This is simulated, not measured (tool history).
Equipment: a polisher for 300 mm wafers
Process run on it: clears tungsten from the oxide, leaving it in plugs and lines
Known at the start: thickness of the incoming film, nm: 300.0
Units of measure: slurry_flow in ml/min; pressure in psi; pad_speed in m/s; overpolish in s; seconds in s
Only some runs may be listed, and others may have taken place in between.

{"run": 1, "hour": 0.0, "slurry_flow": 250, "pressure": 2.3, "pad_speed": 1.2, "slurry_solids": 1.0, "overpolish": 12, "seconds": 77.655}
{"run": 2, "hour": 8.7, "slurry_flow": 250, "pressure": 2.3, "pad_speed": 1.2, "slurry_solids": 1.0, "overpolish": 12, "seconds": 78.306}
{"run": 3, "hour": 13.8, "slurry_flow": 250, "pressure": 2.1, "pad_speed": 1.2, "slurry_solids": 1.0, "overpolish": 12, "seconds": 85.141}
{"run": 4, "hour": 20.7, "slurry_flow": 250, "pressure": 2.1, "pad_speed": 1.2, "slurry_solids": 0.9, "overpolish": 12, "seconds": 87.246}
{"run": 5, "hour": 22.6, "slurry_flow": 250, "pressure": 1.6, "pad_speed": 1.2, "slurry_solids": 0.9, "overpolish": 12, "seconds": 114.32}
{"hour": 30.8, "done": "slurry blender recalibrated"}
{"run": 6, "hour": 30.8, "slurry_flow": 250, "pressure": 2.2, "pad_speed": 1.22, "slurry_solids": 0.9, "overpolish": 12, "seconds": 75.593}
{"run": 7, "hour": 36.2, "slurry_flow": 250, "pressure": 2.5, "pad_speed": 1.22, "slurry_solids": 0.9, "overpolish": 12, "seconds": 68.303}
{"run": 8, "hour": 45.0, "slurry_flow": 250, "pressure": 2.8, "pad_speed": 1.22, "slurry_solids": 0.9, "overpolish": 12, "seconds": 59.822}

Run 9 is up next; what results do you expect?
{"run": 9, "hour": 47.1, "slurry_flow": 250, "pressure": 3.0, "pad_speed": 1.22, "slurry_solids": 0.9, "overpolish": 12, "seconds": "?"}

{"run 9": {"seconds": 56.416}}
